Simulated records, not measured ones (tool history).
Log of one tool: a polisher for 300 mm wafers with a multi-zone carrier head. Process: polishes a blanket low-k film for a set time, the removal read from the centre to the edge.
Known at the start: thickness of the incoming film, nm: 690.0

run  hour  flow of slurry (ml/min)  pressure of the head's centre zone  pressure of the head's middle zone  pressure of the head's edge zone  abrasive content of the slurry  polishing time (s)  film removed at the wafer's centre (nm)  film removed at mid-radius (nm)  film removed at the wafer's edge (nm)
  1     0                      250                                   1                                   1                                 1                               1                  83                                   22.795                           22.537                                 22.739
  2   2.9                      250                                   1                                   1                                 1                             0.8                  83                                   19.211                           19.363                                 19.497
  3   5.8                      250                                   1                                0.93                                 1                             0.8                  83                                   19.225                           18.477                                 19.553
  4  10.4                      260                                   1                                0.98                              1.04                            0.95                  83                                   21.804                           21.784                                 22.559
  5  13.8                      260                                1.06                                0.98                              1.04                            0.95                  83                                   23.382                           21.635                                 22.464
  6  20.4                      260                                1.06                                1.02                              1.04                            0.95                  83                                   22.648                           22.371                                 22.704
  7  27.4                      275                                1.09                                1.04                              1.08                            1.05                  83                                   24.977                           24.403                                   24.4
  8  31.5                      270                                1.09                                1.05                              1.11                            1.15                  83                                   26.496                           25.602                                 26.054

The next listed run, before its measurement:
  9  40.4                      275                                1.08                                1.07                              1.13                            1.25                  83                                        ?                                ?                                      ?

film removed at the wafer's centre (nm): 27.254
film removed at mid-radius (nm): 27.093
film removed at the wafer's edge (nm): 26.844
